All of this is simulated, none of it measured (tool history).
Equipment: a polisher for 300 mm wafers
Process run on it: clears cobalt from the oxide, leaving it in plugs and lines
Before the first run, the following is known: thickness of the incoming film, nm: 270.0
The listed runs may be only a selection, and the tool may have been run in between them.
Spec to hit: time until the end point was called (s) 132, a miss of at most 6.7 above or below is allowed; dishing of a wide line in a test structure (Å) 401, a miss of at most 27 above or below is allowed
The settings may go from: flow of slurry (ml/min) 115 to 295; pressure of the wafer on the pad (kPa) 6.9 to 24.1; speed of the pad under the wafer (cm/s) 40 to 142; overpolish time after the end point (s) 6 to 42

run  hour  flow of slurry (ml/min)  pressure of the wafer on the pad (kPa)  speed of the pad under the wafer (cm/s)  overpolish time after the end point (s)  time until the end point was called (s)  dishing of a wide line in a test structure (Å)
  1     0                      190                                    15.2                                       90                                       21                                   64.268                                          489.45
  2   1.2                      190                                    15.2                                      108                                       21                                   54.204                                          522.06
  3   4.4                      190                                    13.8                                      102                                       22                                   61.276                                          485.18
  4   5.1                      190                                    12.4                                       94                                       24                                   73.412                                          477.23
  5  13.2                      190                                     9.7                                       94                                       24                                   93.396                                             416
  6  18.3                      160                                     9.7                                       94                                       24                                   95.586                                          399.38
  7  21.2                      155                                     6.9                                       80                                       32                                   157.23                                          352.49
  8  22.8                      165                                     6.9                                       80                                       32                                   156.12                                          369.96
  9  26.5                      195                                     9.7                                       80                                       30                                   108.99                                          432.78
 10  27.8                      185                                     9.7                                       80                                       30                                   112.84                                          425.75
 11  32.6                      180                                     9.7                                       80                                       30                                   113.11                                          426.47
 12  38.7                      175                                     9.7                                       80                                       30                                   113.28                                          428.08
 13  43.6                      170                                     9.7                                       80                                       30                                   110.61                                          428.68
 14  45.3                      170                                     9.7                                       80                                       30                                    110.4                                          415.45
 15  50.6                      170                                     6.9                                       78                                       33                                   160.16                                          365.88
 16  53.9                      175                                     6.9                                       78                                       33                                   158.47                                          354.29
 17  61.5                      175                                     7.6                                       78                                       33                                   141.98                                          386.91
 18  62.7                      180                                     7.6                                       78                                       33                                   140.81                                          374.96

4 next moves are on the table. One of them brings every result within its allowed miss. Which?
  A  63.9                      115                                    10.3                                       76                                       38                                        ?                                               ?
  B  63.9                      230                                     8.3                                       82                                       31                                        ?                                               ?
  C  63.9                      170                                    10.3                                       64                                       33                                        ?                                               ?
  D  63.9                      165                                     6.9                                       86                                       35                                        ?                                               ?

move  time until the end point was called (s)  dishing of a wide line in a test structure (Å)
   A                                   118.05                                          482.43
   B                                   122.39                                          417.48
   C                                   130.52                                          417.12
   D                                   144.76                                          405.53
A: the result that was furthest off in the last run now lies on the other side of its target
B: the result that was furthest off in the last run now lies on the other side of its target
C: all results in spec
D: the biggest miss grows against the last run
Correct choice: C, which meets every target

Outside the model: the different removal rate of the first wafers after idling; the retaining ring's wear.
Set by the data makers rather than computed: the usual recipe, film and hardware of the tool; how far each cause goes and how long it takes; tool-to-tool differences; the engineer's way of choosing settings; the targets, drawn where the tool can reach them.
